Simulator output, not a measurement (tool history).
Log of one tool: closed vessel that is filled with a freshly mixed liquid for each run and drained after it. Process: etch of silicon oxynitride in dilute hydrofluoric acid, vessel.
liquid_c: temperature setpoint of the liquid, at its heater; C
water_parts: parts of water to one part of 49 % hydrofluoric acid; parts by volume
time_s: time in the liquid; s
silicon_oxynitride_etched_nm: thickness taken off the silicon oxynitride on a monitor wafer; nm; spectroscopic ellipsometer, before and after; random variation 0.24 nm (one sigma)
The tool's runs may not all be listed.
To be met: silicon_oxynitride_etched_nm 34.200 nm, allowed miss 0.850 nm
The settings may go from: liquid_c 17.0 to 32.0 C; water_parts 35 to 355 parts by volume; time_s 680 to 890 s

run,day,liquid_c,water_parts,time_s,silicon_oxynitride_etched_nm
1,0.000,24.0,195,890,14.285
2,0.208,25.5,195,890,15.389
3,0.521,24.5,195,890,14.536
4,0.921,26.5,175,890,18.065
5,1.029,23.5,175,890,15.803
6,1.212,23.5,120,890,24.178
7,1.338,25.5,120,890,26.222
# day 1.679: hydrofluoric acid flow meter replaced
8,1.679,27.0,120,890,30.878
9,2.062,27.5,120,890,31.190

4 next moves are on the table. One of them brings every result within its allowed miss. Which?
A,2.446,31.5,120,865,?
B,2.446,27.5,105,835,?
C,2.446,26.5,100,880,?
D,2.446,32.0,120,875,?

move,silicon_oxynitride_etched_nm
A,35.873
B,33.600
C,35.676
D,37.085
A: takes the result that was furthest off past its target
B: meets every target
C: takes the result that was furthest off past its target
D: takes the result that was furthest off past its target
The right move is B.
